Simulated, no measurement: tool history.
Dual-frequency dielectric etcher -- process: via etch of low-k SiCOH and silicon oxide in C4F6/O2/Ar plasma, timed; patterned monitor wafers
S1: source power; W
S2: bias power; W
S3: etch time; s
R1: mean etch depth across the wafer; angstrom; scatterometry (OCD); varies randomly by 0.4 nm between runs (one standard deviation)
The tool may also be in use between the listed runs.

run	hour	S1	S2	S3	R1
1	0	270	166	27	578.44
2	2.9	270	195	27	593.85
3	7.3	280	198	27	615.06
4	9.6	280	216	27	615.61
5	17	280	216	25	586.05
6	17.8	250	216	25	539.02

Run 7 has not been measured yet. What should we expect?
7	21.9	270	218	25	?

R1: 565.37 angstrom
